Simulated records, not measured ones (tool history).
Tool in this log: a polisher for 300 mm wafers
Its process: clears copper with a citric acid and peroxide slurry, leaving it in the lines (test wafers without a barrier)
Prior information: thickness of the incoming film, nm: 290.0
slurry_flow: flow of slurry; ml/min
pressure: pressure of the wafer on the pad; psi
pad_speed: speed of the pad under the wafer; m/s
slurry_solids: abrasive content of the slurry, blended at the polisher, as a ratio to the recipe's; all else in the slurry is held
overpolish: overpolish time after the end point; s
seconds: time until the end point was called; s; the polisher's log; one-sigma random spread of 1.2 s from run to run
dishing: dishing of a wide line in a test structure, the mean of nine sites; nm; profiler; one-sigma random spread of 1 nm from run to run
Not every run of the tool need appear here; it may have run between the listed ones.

run  hour  slurry_flow  pressure  pad_speed  slurry_solids  overpolish  seconds  dishing
  1   0.0          280       2.0       1.34            1.0          16   130.31   24.496
  2   4.3          280       2.0       1.34            1.0          22   131.29   32.036
  3  13.2          280       2.0       1.34            1.0          19   127.60   27.995
  4  20.2          280       1.7       1.34            1.0          19   154.28   24.270
  5  23.2          210       1.7       1.34            1.0          19   154.69   23.537
  6  24.6          210       1.2       1.34            1.0          19   221.16   17.466
  7  27.4          210       1.5       1.36            1.0          20   175.26   22.113
  8  30.6          210       1.7       1.36            1.0          21   151.67   26.479
  9  33.1          210       1.9       1.36            1.0          21   142.06   29.015
 10  34.9          210       1.9       1.36            1.0          21   145.55   29.133
 11  43.9          220       2.1       1.38            1.0          21   126.07   30.862
 12  44.8          225       2.3       1.40            1.0          22   111.68   37.197
 13  52.4          230       2.4       1.42            1.0          22   101.13   38.658

What will run 14 give?
 14  61.0          235       2.5       1.42            1.0          22        ?        ?

{"run 14": {"seconds": 102.27, "dishing": 40.227}}
